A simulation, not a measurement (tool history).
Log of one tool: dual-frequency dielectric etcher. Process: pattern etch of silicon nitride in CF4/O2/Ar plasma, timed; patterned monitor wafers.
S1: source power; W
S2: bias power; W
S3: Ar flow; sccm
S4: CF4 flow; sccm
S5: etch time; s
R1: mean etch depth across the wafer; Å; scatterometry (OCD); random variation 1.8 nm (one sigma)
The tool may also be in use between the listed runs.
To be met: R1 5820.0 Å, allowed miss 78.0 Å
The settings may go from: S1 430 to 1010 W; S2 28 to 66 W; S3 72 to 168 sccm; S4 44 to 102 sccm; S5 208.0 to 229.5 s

run	hour	S1	S2	S3	S4	S5	R1
1	0.0	720	47	120	73	229.5	5415.5
2	6.4	740	47	120	73	229.5	5561.3
3	7.1	740	47	120	73	229.5	5559.0
4	8.7	740	47	120	73	229.5	5560.7
5	16.8	740	47	120	73	229.5	5564.0
6	18.7	740	47	120	67	229.5	5454.0
7	27.7	760	47	120	67	229.5	5597.6
8	36.8	770	47	120	67	229.5	5695.8

Which of these 5 next moves meets every target?
A	45.9	750	56	117	61	225.0	?
B	45.9	770	48	123	74	223.5	?
C	45.9	780	48	97	65	215.5	?
D	45.9	780	47	115	70	221.5	?
E	45.9	780	57	148	68	229.5	?

move	R1
A	5593.2
B	5676.6
C	5634.9
D	5674.2
E	5862.7
A: further off than the last run
B: further off than the last run
C: further off than the last run
D: further off than the last run
E: meets every target
Answer: E
